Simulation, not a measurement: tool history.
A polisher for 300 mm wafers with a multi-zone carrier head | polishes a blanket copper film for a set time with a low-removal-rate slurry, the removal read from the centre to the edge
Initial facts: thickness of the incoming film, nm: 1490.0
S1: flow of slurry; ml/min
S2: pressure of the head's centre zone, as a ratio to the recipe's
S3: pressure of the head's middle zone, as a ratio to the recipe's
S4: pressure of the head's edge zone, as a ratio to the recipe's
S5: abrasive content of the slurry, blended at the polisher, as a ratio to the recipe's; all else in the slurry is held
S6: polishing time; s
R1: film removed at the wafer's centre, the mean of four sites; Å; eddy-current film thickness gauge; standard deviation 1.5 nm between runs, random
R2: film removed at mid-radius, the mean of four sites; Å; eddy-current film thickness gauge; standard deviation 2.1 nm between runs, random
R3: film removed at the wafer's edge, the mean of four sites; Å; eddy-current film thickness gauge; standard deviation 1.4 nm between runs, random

Run 1, day 0.000: S1 255 ml/min, S2 1.00, S3 1.00, S4 1.00, S5 1.00, S6 55 s. Result: R1 2240.5 Å, R2 2337.6 Å, R3 2362.6 Å.
Run 2, day 0.358: S1 255 ml/min, S2 1.00, S3 1.00, S4 1.05, S5 1.00, S6 55 s. Result: R1 2230.1 Å, R2 2300.2 Å, R3 2408.4 Å.
Run 3, day 0.429: S1 250 ml/min, S2 0.98, S3 0.96, S4 1.02, S5 0.85, S6 52 s. Result: R1 2020.6 Å, R2 2061.1 Å, R3 2165.5 Å.
Run 4, day 0.550: S1 250 ml/min, S2 1.04, S3 0.96, S4 1.02, S5 0.85, S6 52 s. Result: R1 2150.6 Å, R2 2076.4 Å, R3 2202.0 Å.
Run 5, day 0.758: S1 240 ml/min, S2 0.99, S3 0.92, S4 1.00, S5 0.75, S6 50 s. Result: R1 1926.8 Å, R2 1874.6 Å, R3 2021.5 Å.
Run 6, day 0.892: S1 260 ml/min, S2 0.99, S3 0.92, S4 1.00, S5 0.75, S6 50 s. Result: R1 1925.9 Å, R2 1811.0 Å, R3 2061.8 Å.
Run 7, day 0.933: S1 245 ml/min, S2 0.95, S3 0.90, S4 0.97, S5 0.65, S6 50 s. Result: R1 1799.9 Å, R2 1801.1 Å, R3 1956.5 Å.

Predict the results of run 8:
Run 8, day 1.175: S1 245 ml/min, S2 0.93, S3 0.88, S4 0.95, S5 0.60, S6 49 s. Result: R1 ?, R2 ?, R3 ?.

For run 8 the tool returned R1 1709.3 Å, R2 1677.0 Å, R3 1882.6 Å.

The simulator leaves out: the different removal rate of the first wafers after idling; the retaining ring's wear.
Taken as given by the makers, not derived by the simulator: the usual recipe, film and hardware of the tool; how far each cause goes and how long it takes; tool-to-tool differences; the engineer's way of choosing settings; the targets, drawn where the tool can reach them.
